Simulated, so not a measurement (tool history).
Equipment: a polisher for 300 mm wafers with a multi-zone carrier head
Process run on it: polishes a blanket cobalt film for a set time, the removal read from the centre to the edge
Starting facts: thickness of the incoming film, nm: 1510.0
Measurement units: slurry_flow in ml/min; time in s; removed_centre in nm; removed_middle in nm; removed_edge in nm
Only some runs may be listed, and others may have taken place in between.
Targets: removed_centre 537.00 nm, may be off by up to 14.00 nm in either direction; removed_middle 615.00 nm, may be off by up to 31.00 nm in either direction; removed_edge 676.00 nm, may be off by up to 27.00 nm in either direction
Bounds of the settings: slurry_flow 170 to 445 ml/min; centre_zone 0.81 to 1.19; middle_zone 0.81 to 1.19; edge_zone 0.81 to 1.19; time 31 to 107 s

| run | hour | slurry_flow | centre_zone | middle_zone | edge_zone | time | removed_centre | removed_middle | removed_edge |
|---|---|---|---|---|---|---|---|---|---|
| 1 | 0.0 | 285 | 1.00 | 1.00 | 1.00 | 69 | 470.77 | 463.02 | 491.25 |
| 2 | 3.9 | 335 | 1.00 | 1.00 | 1.00 | 69 | 479.32 | 473.59 | 500.37 |
| 3 | 4.9 | 340 | 0.99 | 1.01 | 1.02 | 71 | 490.77 | 503.58 | 513.08 |
| 4 | 6.3 | 330 | 0.97 | 1.00 | 1.03 | 73 | 494.61 | 501.51 | 532.09 |
| 5 | 14.5 | 330 | 1.06 | 1.00 | 1.03 | 73 | 542.06 | 513.83 | 528.00 |
| 6 | 22.7 | 330 | 1.04 | 1.00 | 1.04 | 75 | 545.14 | 519.52 | 546.22 |
| 7 | 25.6 | 330 | 1.02 | 1.00 | 1.05 | 76 | 546.98 | 543.93 | 549.87 |
| 8 | 34.3 | 330 | 1.02 | 1.00 | 1.05 | 76 | 548.45 | 517.10 | 552.93 |
| 9 | 42.8 | 330 | 1.00 | 1.01 | 1.06 | 77 | 530.10 | 549.29 | 561.93 |
| 10 | 48.9 | 330 | 0.99 | 1.00 | 1.07 | 78 | 541.51 | 534.21 | 576.04 |

5 candidate next runs follow, results not yet known. Just one meets every target within its allowed miss. Identify it.
| A | 55.0 | 355 | 0.84 | 1.14 | 1.08 | 90 | ? | ? | ? |
| B | 55.0 | 290 | 0.91 | 1.00 | 1.12 | 82 | ? | ? | ? |
| C | 55.0 | 285 | 0.81 | 0.97 | 1.10 | 99 | ? | ? | ? |
| D | 55.0 | 335 | 0.81 | 0.93 | 1.19 | 95 | ? | ? | ? |
| E | 55.0 | 320 | 0.87 | 1.02 | 1.14 | 88 | ? | ? | ? |

| move | removed_centre | removed_middle | removed_edge |
|---|---|---|---|
| A | 537.89 | 697.61 | 673.15 |
| B | 519.31 | 557.08 | 616.52 |
| C | 556.18 | 654.64 | 736.77 |
| D | 543.38 | 616.40 | 745.94 |
| E | 538.72 | 614.26 | 672.67 |
A: the furthest-off result lands on target, but another misses its tolerance
B: nearer the targets than the last run, but a result is still out of spec
C: carries the result that was furthest off beyond its target, to the other side
D: carries the result that was furthest off beyond its target, to the other side
E: meets every target
Correct choice: E, which meets every target
